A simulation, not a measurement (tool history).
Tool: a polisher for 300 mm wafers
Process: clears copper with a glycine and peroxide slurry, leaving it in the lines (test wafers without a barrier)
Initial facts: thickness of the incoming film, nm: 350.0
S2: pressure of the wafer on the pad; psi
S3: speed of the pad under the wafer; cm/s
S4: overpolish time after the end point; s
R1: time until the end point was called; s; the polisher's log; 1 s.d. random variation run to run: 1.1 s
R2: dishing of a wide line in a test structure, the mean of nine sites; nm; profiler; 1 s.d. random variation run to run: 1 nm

Run 1, hour 0.0: flow of slurry (ml/min) 145, S2 1.9 psi, S3 92 cm/s, S4 24 s. Result: R1 81.760 s, R2 67.895 nm.
Run 2, hour 5.4: flow of slurry (ml/min) 145, S2 1.9 psi, S3 92 cm/s, S4 15 s. Result: R1 79.465 s, R2 45.813 nm.
Run 3, hour 7.4: flow of slurry (ml/min) 145, S2 1.9 psi, S3 92 cm/s, S4 17 s. Result: R1 81.622 s, R2 50.864 nm.
Run 4, hour 10.1: flow of slurry (ml/min) 145, S2 2.4 psi, S3 92 cm/s, S4 17 s. Result: R1 68.724 s, R2 59.495 nm.
Run 5, hour 13.9: flow of slurry (ml/min) 145, S2 2.4 psi, S3 90 cm/s, S4 18 s. Result: R1 70.411 s, R2 59.353 nm.
Run 6, hour 21.4: flow of slurry (ml/min) 145, S2 2.4 psi, S3 90 cm/s, S4 19 s. Result: R1 69.133 s, R2 62.528 nm.
Run 7, hour 29.3: flow of slurry (ml/min) 145, S2 2.4 psi, S3 90 cm/s, S4 20 s. Result: R1 71.137 s, R2 65.991 nm.
Run 8, hour 33.0: flow of slurry (ml/min) 145, S2 2.4 psi, S3 90 cm/s, S4 21 s. Result: R1 68.732 s, R2 69.971 nm.
Run 9, hour 35.7: flow of slurry (ml/min) 145, S2 2.4 psi, S3 90 cm/s, S4 22 s. Result: R1 69.337 s, R2 72.074 nm.

What will run 10 give?
Run 10, hour 39.0: flow of slurry (ml/min) 145, S2 2.4 psi, S3 90 cm/s, S4 22 s. Result: R1 ?, R2 ?.

{"run 10": {"R1": 70.486, "R2": 70.854}}

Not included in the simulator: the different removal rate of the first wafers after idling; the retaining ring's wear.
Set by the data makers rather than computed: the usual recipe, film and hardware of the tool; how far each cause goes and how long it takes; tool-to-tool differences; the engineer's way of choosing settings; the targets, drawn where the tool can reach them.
